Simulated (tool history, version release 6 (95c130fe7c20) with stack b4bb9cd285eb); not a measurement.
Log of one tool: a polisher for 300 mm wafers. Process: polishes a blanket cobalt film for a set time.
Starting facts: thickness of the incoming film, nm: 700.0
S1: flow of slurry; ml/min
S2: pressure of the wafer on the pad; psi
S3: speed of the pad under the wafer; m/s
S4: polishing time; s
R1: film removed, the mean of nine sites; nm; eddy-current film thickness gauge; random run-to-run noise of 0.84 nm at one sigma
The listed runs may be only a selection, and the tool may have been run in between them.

{"run": 1, "day": 0.0, "S1": 225, "S2": 1.7, "S3": 0.92, "S4": 46, "R1": 142.21}
{"run": 2, "day": 0.233, "S1": 220, "S2": 1.6, "S3": 0.92, "S4": 46, "R1": 132.04}
{"run": 3, "day": 0.596, "S1": 220, "S2": 1.6, "S3": 1.14, "S4": 46, "R1": 164.01}
{"run": 4, "day": 0.621, "S1": 240, "S2": 1.6, "S3": 1.14, "S4": 46, "R1": 165.3}
{"run": 5, "day": 0.933, "S1": 240, "S2": 1.5, "S3": 1.14, "S4": 46, "R1": 153.14}
{"run": 6, "day": 1.092, "S1": 240, "S2": 1.5, "S3": 1.14, "S4": 46, "R1": 153.64}
{"run": 7, "day": 1.233, "S1": 240, "S2": 1.4, "S3": 1.14, "S4": 46, "R1": 145.52}
{"run": 8, "day": 1.283, "S1": 240, "S2": 1.3, "S3": 1.14, "S4": 46, "R1": 135.9}
{"run": 9, "day": 1.638, "S1": 240, "S2": 1.2, "S3": 1.14, "S4": 46, "R1": 124.74}
{"run": 10, "day": 1.996, "S1": 240, "S2": 1.2, "S3": 1.14, "S4": 46, "R1": 123.94}
{"run": 11, "day": 2.254, "S1": 235, "S2": 1.2, "S3": 1.14, "S4": 46, "R1": 125.43}
{"day": 2.446, "done": "worn pad replaced by a new one"}
{"run": 12, "day": 2.446, "S1": 235, "S2": 1.1, "S3": 1.14, "S4": 46, "R1": 121.65}
{"run": 13, "day": 2.8, "S1": 210, "S2": 0.9, "S3": 1.14, "S4": 46, "R1": 98.674}

Run 14 is up next; what results do you expect?
{"run": 14, "day": 3.083, "S1": 275, "S2": 0.9, "S3": 1.14, "S4": 46, "R1": "?"}

Run 14 gave R1 101.120 nm.
